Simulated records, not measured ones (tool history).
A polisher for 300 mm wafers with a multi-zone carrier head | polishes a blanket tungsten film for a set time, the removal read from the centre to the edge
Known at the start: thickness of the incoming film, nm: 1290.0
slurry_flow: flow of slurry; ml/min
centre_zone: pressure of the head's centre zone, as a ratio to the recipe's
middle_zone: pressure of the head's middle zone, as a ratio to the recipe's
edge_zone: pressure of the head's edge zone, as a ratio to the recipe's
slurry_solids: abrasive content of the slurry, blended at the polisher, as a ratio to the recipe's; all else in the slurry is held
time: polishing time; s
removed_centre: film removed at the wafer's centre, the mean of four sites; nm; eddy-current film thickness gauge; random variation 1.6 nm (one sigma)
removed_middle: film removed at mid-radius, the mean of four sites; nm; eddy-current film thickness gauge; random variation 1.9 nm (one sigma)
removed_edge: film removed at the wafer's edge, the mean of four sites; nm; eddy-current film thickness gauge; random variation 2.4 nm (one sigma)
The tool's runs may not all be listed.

run  hour  slurry_flow  centre_zone  middle_zone  edge_zone  slurry_solids  time  removed_centre  removed_middle  removed_edge
  1   0.0          150         1.00         1.00       1.00           1.00    73          229.39          229.43        225.19
  2   1.0          145         0.98         0.97       0.97           0.85    71          207.24          205.48        210.75
  3   5.1          145         0.98         0.97       0.97           0.85    85          251.75          245.33        243.72
  4  12.1          140         0.97         0.96       0.93           0.75    79          215.20          218.24        211.06
  5  13.6          160         0.97         0.96       0.93           0.75    79          220.63          222.55        218.87
  6  21.7          160         0.97         1.01       0.93           0.75    79          224.71          230.36        218.37
  7  30.6          130         0.95         0.91       0.87           0.50    64          148.17          149.34        151.14
  8  35.2          140         0.95         0.91       0.89           0.50    64          149.43          151.52        148.27
  9  42.1          135         0.96         0.92       0.90           0.55    63          156.89          150.72        155.54

The next listed run, before its measurement:
     46.0  -- worn pad replaced by a new one
 10  46.0          135         0.96         0.93       0.92           0.55    63               ?               ?             ?

{"run 10": {"removed_centre": 174.3, "removed_middle": 172.42, "removed_edge": 169.58}}
